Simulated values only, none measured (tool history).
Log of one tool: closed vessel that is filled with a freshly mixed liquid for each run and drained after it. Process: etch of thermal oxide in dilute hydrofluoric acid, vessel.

run	hour	temperature setpoint of the liquid (K)	parts of water to one part of 49 % hydrofluoric acid (parts by volume)	time in the liquid (s)	thickness taken off the thermal oxide on a monitor wafer (angstrom)
1	0.0	295.15	195	3190	620.99
2	7.9	295.15	255	3190	456.43
3	15.2	295.15	255	3190	451.85
4	23.6	292.65	255	3190	409.83
5	25.2	292.65	255	3190	411.31
6	34.5	292.65	255	3190	411.76
7	38.9	294.65	220	3190	531.74
# hour 47.7: thermometer replaced
8	47.7	296.15	190	3190	713.31

Run 9 comes next. What will it give?
9	50.2	297.15	175	3190	?

Run 9 gave thickness taken off the thermal oxide on a monitor wafer (angstrom) 811.97.
